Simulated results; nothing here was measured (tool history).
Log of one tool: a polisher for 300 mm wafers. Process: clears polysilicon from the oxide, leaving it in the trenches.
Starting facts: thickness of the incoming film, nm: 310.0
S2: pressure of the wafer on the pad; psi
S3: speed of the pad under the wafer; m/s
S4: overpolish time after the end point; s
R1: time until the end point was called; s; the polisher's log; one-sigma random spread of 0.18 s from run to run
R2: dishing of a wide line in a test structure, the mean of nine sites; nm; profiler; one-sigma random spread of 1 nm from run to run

Run 1, day 0.000: flow of slurry (ml/min) 190, S2 1.8 psi, S3 1.18 m/s, S4 27 s. Result: R1 23.121 s, R2 85.218 nm.
Run 2, day 0.217: flow of slurry (ml/min) 230, S2 1.8 psi, S3 1.18 m/s, S4 27 s. Result: R1 23.057 s, R2 88.293 nm.
Run 3, day 0.412: flow of slurry (ml/min) 230, S2 1.8 psi, S3 1.18 m/s, S4 21 s. Result: R1 23.256 s, R2 86.537 nm.
Run 4, day 0.604: flow of slurry (ml/min) 230, S2 1.9 psi, S3 1.18 m/s, S4 21 s. Result: R1 21.816 s, R2 83.804 nm.
Run 5, day 0.742: flow of slurry (ml/min) 230, S2 1.9 psi, S3 1.18 m/s, S4 16 s. Result: R1 21.223 s, R2 79.371 nm.
Run 6, day 0.762: flow of slurry (ml/min) 255, S2 1.9 psi, S3 1.18 m/s, S4 16 s. Result: R1 21.768 s, R2 79.692 nm.
Run 7, day 0.921: flow of slurry (ml/min) 255, S2 2.0 psi, S3 1.18 m/s, S4 19 s. Result: R1 20.447 s, R2 85.995 nm.
Run 8, day 1.088: flow of slurry (ml/min) 255, S2 2.1 psi, S3 1.18 m/s, S4 19 s. Result: R1 19.626 s, R2 87.384 nm.

For run 9, what comes out?
Run 9, day 1.450: flow of slurry (ml/min) 255, S2 2.2 psi, S3 1.18 m/s, S4 18 s. Result: R1 ?, R2 ?.

Run 9 yielded R1 18.734 s, R2 86.183 nm.

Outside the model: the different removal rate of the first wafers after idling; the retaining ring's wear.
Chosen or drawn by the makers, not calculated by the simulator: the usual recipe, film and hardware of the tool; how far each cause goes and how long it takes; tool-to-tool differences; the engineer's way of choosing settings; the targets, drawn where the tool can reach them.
